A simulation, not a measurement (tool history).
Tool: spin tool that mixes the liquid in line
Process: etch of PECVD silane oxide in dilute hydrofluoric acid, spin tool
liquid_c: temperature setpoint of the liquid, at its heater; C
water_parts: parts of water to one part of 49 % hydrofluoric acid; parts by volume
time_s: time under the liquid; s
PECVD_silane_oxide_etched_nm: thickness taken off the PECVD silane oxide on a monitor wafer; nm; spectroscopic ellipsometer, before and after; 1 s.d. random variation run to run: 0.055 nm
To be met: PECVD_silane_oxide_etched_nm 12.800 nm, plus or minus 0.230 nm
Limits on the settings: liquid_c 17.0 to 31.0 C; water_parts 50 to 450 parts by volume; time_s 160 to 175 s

run	hour	liquid_c	water_parts	time_s	PECVD_silane_oxide_etched_nm
1	0.0	23.0	250	160	16.325
2	1.5	22.0	250	160	15.824
3	8.7	21.5	250	160	15.563
4	13.0	19.0	250	160	14.129
5	14.5	19.0	250	175	15.233
6	19.2	18.5	250	175	15.077
7	27.4	18.5	255	175	14.556
8	34.6	17.5	260	175	13.766
9	35.6	17.0	265	175	13.221

Which single option among these 5 for the next run brings every result within its allowed miss of target? Just one does.
A	36.6	20.5	290	165	?
B	36.6	17.0	245	160	?
C	36.6	17.0	265	165	?
D	36.6	17.0	255	170	?
E	36.6	17.5	260	175	?

move	PECVD_silane_oxide_etched_nm
A	12.746
B	13.347
C	12.506
D	13.507
E	13.842
A: all results in spec
B: the biggest miss grows against the last run
C: moves the result that the last run missed by most past its target, out the other side
D: the biggest miss grows against the last run
E: the biggest miss grows against the last run
Move A is the one to make.
